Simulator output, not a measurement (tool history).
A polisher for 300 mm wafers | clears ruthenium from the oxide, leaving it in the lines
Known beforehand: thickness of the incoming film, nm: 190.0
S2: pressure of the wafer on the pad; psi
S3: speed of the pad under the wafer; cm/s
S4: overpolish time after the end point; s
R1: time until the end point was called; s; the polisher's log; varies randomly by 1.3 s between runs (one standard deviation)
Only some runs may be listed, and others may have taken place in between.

{"run": 1, "hour": 0.0, "flow of slurry (ml/min)": 225, "S2": 2.7, "S3": 128, "S4": 13, "R1": 117.6}
{"run": 2, "hour": 0.8, "flow of slurry (ml/min)": 225, "S2": 2.5, "S3": 128, "S4": 13, "R1": 126.5}
{"run": 3, "hour": 9.3, "flow of slurry (ml/min)": 225, "S2": 2.5, "S3": 146, "S4": 13, "R1": 115.04}
{"run": 4, "hour": 12.5, "flow of slurry (ml/min)": 225, "S2": 2.3, "S3": 146, "S4": 13, "R1": 123.16}
{"run": 5, "hour": 15.1, "flow of slurry (ml/min)": 225, "S2": 2.3, "S3": 172, "S4": 13, "R1": 109.97}
{"hour": 19.2, "done": "worn pad replaced by a new one"}
{"run": 6, "hour": 19.2, "flow of slurry (ml/min)": 225, "S2": 2.3, "S3": 198, "S4": 13, "R1": 88.957}
{"run": 7, "hour": 25.4, "flow of slurry (ml/min)": 220, "S2": 2, "S3": 194, "S4": 13, "R1": 104.35}

What does the tool deliver on the next run?
{"run": 8, "hour": 31.4, "flow of slurry (ml/min)": 220, "S2": 1.8, "S3": 192, "S4": 13, "R1": "?"}

R1: 114.37 s
